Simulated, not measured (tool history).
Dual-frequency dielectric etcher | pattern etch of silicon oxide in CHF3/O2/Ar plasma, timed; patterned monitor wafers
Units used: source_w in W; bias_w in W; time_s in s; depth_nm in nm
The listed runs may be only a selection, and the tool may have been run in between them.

run,hour,source_w,bias_w,time_s,depth_nm
1,0.0,550,150,349.0,590.18
2,2.3,510,143,345.5,556.04
3,4.6,480,140,345.0,539.36
4,9.6,480,127,345.0,520.06
5,13.1,460,126,344.5,508.73
6,17.9,460,126,349.0,515.56
7,20.0,440,125,348.5,501.11

Predict the results of run 8:
8,28.5,430,124,348.5,?

{"run 8": {"depth_nm": 495.8}}
